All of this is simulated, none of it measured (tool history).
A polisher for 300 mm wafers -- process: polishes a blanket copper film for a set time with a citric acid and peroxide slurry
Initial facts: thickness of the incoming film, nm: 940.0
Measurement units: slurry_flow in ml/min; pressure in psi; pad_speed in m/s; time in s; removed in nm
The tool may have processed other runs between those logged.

run  hour  slurry_flow  pressure  pad_speed  slurry_solids  time  removed
  1     0          315       3.3        0.9              1    46   91.588
  2   5.3          315       3.3        0.9            1.1    46   92.076
  3   9.8          315       3.3        0.9            1.2    46   96.577
  4  14.8          315       3.3        0.9            1.2    40   81.663
  5  22.4          315       3.3        0.9            1.3    40   86.207
  6  27.4          315       3.3       1.06            1.3    40   101.27
  7  33.1          315       2.9       1.06            1.3    40   87.377
  8    34          315       2.6       1.06            1.3    40   79.085
  9  38.4          315       2.4       1.06            1.3    40   72.017
 10    40          315       2.3       1.06            1.3    40    70.86

Predict the results of run 11:
 11  46.3          315       1.9       1.06            1.3    40        ?

{"run 11": {"removed": 58.312}}

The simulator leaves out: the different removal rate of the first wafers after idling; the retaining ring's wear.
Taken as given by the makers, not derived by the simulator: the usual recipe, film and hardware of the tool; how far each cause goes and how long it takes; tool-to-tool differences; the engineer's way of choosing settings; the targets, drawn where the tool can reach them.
